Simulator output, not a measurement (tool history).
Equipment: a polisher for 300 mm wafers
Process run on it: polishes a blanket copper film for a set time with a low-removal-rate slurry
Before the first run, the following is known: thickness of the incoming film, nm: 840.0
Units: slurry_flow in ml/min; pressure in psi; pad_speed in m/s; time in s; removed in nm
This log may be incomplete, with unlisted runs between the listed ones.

{"run": 1, "hour": 0.0, "slurry_flow": 310, "pressure": 2, "pad_speed": 1.38, "slurry_solids": 1, "time": 74, "removed": 223.47}
{"run": 2, "hour": 3.3, "slurry_flow": 310, "pressure": 2.1, "pad_speed": 1.38, "slurry_solids": 1, "time": 74, "removed": 229.84}
{"run": 3, "hour": 10.3, "slurry_flow": 310, "pressure": 2.1, "pad_speed": 1.08, "slurry_solids": 1, "time": 74, "removed": 183.24}
{"run": 4, "hour": 13.6, "slurry_flow": 310, "pressure": 2.1, "pad_speed": 0.76, "slurry_solids": 1, "time": 74, "removed": 129.51}
{"run": 5, "hour": 22.5, "slurry_flow": 310, "pressure": 2.3, "pad_speed": 0.82, "slurry_solids": 1, "time": 74, "removed": 158.13}
{"run": 6, "hour": 24.4, "slurry_flow": 310, "pressure": 2.5, "pad_speed": 0.86, "slurry_solids": 1, "time": 74, "removed": 176.73}
{"run": 7, "hour": 25.1, "slurry_flow": 310, "pressure": 2.6, "pad_speed": 0.9, "slurry_solids": 1, "time": 74, "removed": 187.96}
{"run": 8, "hour": 29.4, "slurry_flow": 310, "pressure": 2.7, "pad_speed": 0.96, "slurry_solids": 1, "time": 74, "removed": 208.46}
{"run": 9, "hour": 32.0, "slurry_flow": 310, "pressure": 2.8, "pad_speed": 1, "slurry_solids": 1, "time": 74, "removed": 227.39}
{"run": 10, "hour": 35.9, "slurry_flow": 310, "pressure": 2.8, "pad_speed": 1, "slurry_solids": 1, "time": 74, "removed": 224.23}
{"run": 11, "hour": 42.0, "slurry_flow": 310, "pressure": 2.9, "pad_speed": 1.04, "slurry_solids": 1, "time": 74, "removed": 243.6}
{"run": 12, "hour": 45.5, "slurry_flow": 310, "pressure": 2.9, "pad_speed": 1.06, "slurry_solids": 1, "time": 74, "removed": 252.28}

What will run 13 give?
{"run": 13, "hour": 48.1, "slurry_flow": 310, "pressure": 2.9, "pad_speed": 1.08, "slurry_solids": 1, "time": 74, "removed": "?"}

removed: 249.6 nm
